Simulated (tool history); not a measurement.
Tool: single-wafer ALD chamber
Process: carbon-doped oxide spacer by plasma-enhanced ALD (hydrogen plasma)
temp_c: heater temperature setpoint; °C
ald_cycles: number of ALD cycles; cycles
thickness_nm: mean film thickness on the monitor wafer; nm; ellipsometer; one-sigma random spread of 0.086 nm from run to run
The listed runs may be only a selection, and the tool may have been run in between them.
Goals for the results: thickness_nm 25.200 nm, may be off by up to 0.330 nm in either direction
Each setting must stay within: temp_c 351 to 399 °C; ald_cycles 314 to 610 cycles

run  hour  temp_c  ald_cycles  thickness_nm
  1   0.0     375         462        22.269
  2   8.4     375         400        19.166
  3  15.7     375         417        20.092
  4  16.4     375         431        20.637
  5  24.8     375         443        21.309
  6  27.5     375         453        21.817
  7  32.7     375         462        22.190
  8  39.8     375         470        22.632

Below are 5 possible settings for the next run. Only one of them brings all results inside the allowed miss of their targets. Which is it?
  A  46.9     370         555             ?
  B  46.9     374         511             ?
  C  46.9     375         495             ?
  D  46.9     385         522             ?
  E  46.9     377         428             ?

move  thickness_nm
   A        26.566
   B        24.459
   C        23.694
   D        24.986
   E        20.487
A: takes the result that was furthest off past its target
B: gains on the last run, yet a result remains outside its allowed miss
C: gains on the last run, yet a result remains outside its allowed miss
D: in spec on every target
E: moves away from the targets compared with the last run
D is the move that brings every result within its allowed miss.

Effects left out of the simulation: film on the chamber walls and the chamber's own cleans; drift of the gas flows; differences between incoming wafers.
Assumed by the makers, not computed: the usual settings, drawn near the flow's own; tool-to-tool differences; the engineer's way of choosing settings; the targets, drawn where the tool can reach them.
